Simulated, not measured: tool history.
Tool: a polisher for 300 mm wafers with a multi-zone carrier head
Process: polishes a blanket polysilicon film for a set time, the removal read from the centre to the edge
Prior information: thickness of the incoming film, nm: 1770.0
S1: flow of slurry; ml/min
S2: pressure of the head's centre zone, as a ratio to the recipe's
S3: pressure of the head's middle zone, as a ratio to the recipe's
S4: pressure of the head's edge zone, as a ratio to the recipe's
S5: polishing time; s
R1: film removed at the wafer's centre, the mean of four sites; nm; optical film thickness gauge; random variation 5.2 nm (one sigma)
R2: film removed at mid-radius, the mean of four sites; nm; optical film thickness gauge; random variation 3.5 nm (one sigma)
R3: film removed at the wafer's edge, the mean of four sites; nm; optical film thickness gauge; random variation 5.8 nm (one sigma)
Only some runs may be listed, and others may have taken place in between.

| run | hour | S1 | S2 | S3 | S4 | S5 | R1 | R2 | R3 |
|---|---|---|---|---|---|---|---|---|---|
| 1 | 0.0 | 245 | 1.00 | 1.00 | 1.00 | 72 | 457.80 | 455.39 | 489.86 |
| 2 | 4.4 | 240 | 0.97 | 0.99 | 0.97 | 69 | 428.17 | 431.21 | 462.06 |
| 3 | 5.7 | 235 | 0.94 | 0.99 | 0.95 | 67 | 397.43 | 418.34 | 423.49 |
| 4 | 10.4 | 235 | 0.94 | 0.99 | 0.95 | 77 | 462.76 | 480.29 | 493.55 |
| 5 | 15.5 | 235 | 0.94 | 0.99 | 0.95 | 64 | 385.23 | 402.50 | 406.84 |
| 6 | 24.4 | 235 | 0.87 | 0.99 | 0.95 | 64 | 351.39 | 405.79 | 407.20 |
| 7 | 32.6 | 230 | 0.87 | 0.98 | 0.95 | 64 | 343.50 | 398.35 | 412.14 |

Run 8, settings as shown, results not yet in. Your forecast:
| 8 | 34.0 | 225 | 0.88 | 0.97 | 0.94 | 64 | ? | ? | ? |

{"run 8": {"R1": 356.23, "R2": 397.0, "R3": 407.07}}
